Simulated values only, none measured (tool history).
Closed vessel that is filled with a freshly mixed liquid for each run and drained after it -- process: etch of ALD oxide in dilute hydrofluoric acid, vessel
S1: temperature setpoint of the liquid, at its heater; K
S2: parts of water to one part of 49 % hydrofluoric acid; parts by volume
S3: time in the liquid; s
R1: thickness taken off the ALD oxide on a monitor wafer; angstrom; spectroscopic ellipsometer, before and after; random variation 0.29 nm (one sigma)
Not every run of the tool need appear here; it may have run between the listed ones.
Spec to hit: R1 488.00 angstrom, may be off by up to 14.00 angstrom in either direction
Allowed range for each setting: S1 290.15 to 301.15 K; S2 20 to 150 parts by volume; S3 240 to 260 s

run  hour      S1  S2   S3      R1
  1   0.0  293.15  85  240  256.68
  2   2.7  293.15  85  260  278.96
  3   9.7  295.15  80  260  322.70
  4  16.9  296.65  75  260  369.61
  5  24.7  297.65  75  260  386.07
  6  28.3  299.65  75  260  418.46
  7  29.4  300.15  75  260  423.31
  8  38.3  300.65  70  260  466.96
  9  45.9  300.65  70  260  465.09

4 next moves are on the table. One of them brings every result within its allowed miss. Which?
  A  53.5  301.15  75  255   ?
  B  53.5  300.65  70  240   ?
  C  53.5  298.15  60  250   ?
  D  53.5  299.65  70  260   ?

move      R1
   A  434.36
   B  432.54
   C  482.30
   D  450.44
A: moves away from the targets compared with the last run
B: moves away from the targets compared with the last run
C: hits every target within its allowed miss
D: moves away from the targets compared with the last run
Answer: C
